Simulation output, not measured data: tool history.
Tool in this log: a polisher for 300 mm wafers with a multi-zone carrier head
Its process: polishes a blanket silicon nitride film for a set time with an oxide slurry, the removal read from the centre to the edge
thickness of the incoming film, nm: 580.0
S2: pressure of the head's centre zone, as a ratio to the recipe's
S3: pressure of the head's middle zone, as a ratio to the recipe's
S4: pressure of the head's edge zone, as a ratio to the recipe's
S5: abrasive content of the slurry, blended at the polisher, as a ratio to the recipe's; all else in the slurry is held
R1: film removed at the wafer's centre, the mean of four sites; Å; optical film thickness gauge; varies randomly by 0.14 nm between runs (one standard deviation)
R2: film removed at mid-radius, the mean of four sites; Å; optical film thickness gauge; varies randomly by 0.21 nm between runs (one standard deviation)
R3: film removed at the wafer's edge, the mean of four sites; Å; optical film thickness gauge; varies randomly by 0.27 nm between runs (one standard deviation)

run 1 hour=0.0 | flow_of_slurry_(ml/min)=260 S2=1.00 S3=1.00 S4=1.00 S5=1.00 polishing_time_(s)=48 | R1=395.58 R2=391.44 R3=383.39
run 2 hour=1.6 | flow_of_slurry_(ml/min)=260 S2=1.00 S3=1.00 S4=1.00 S5=1.00 polishing_time_(s)=56 | R1=465.28 R2=456.20 R3=457.08
run 3 hour=9.0 | flow_of_slurry_(ml/min)=245 S2=0.94 S3=0.96 S4=1.00 S5=0.85 polishing_time_(s)=48 | R1=340.73 R2=347.81 R3=347.98
run 4 hour=10.1 | flow_of_slurry_(ml/min)=245 S2=0.89 S3=0.96 S4=1.00 S5=0.85 polishing_time_(s)=48 | R1=320.77 R2=344.48 R3=340.15
run 5 hour=12.3 | flow_of_slurry_(ml/min)=245 S2=0.97 S3=0.96 S4=1.00 S5=0.85 polishing_time_(s)=48 | R1=352.66 R2=349.80 R3=348.19
run 6 hour=16.3 | flow_of_slurry_(ml/min)=230 S2=0.92 S3=0.93 S4=1.03 S5=0.75 polishing_time_(s)=43 | R1=276.63 R2=277.88 R3=296.28
run 7 hour=22.3 | flow_of_slurry_(ml/min)=225 S2=0.89 S3=0.93 S4=1.02 S5=0.65 polishing_time_(s)=40 | R1=225.53 R2=242.79 R3=247.48
run 8 hour=24.5 | flow_of_slurry_(ml/min)=215 S2=0.87 S3=0.91 S4=1.01 S5=0.60 polishing_time_(s)=39 | R1=204.34 R2=216.56 R3=223.55
run 9 hour=33.0 | flow_of_slurry_(ml/min)=205 S2=0.85 S3=0.90 S4=1.01 S5=0.55 polishing_time_(s)=39 | R1=182.77 R2=200.33 R3=213.58
run 10 hour=38.1 | flow_of_slurry_(ml/min)=195 S2=0.85 S3=0.90 S4=0.99 S5=0.55 polishing_time_(s)=39 | R1=183.19 R2=198.65 R3=210.43
run 11 hour=44.1 | flow_of_slurry_(ml/min)=190 S2=0.84 S3=0.90 S4=0.97 S5=0.55 polishing_time_(s)=39 | R1=179.66 R2=195.42 R3=203.44
run 12 hour=44.9 | flow_of_slurry_(ml/min)=180 S2=0.83 S3=0.90 S4=0.97 S5=0.55 polishing_time_(s)=39 | R1=176.00 R2=192.41 R3=201.31

Run 13 comes next. What will it give?
run 13 hour=50.9 | flow_of_slurry_(ml/min)=175 S2=0.83 S3=0.90 S4=0.97 S5=0.55 polishing_time_(s)=39 | R1=? R2=? R3=?

Run 13 yielded R1 174.15 Å, R2 197.19 Å, R3 201.93 Å.
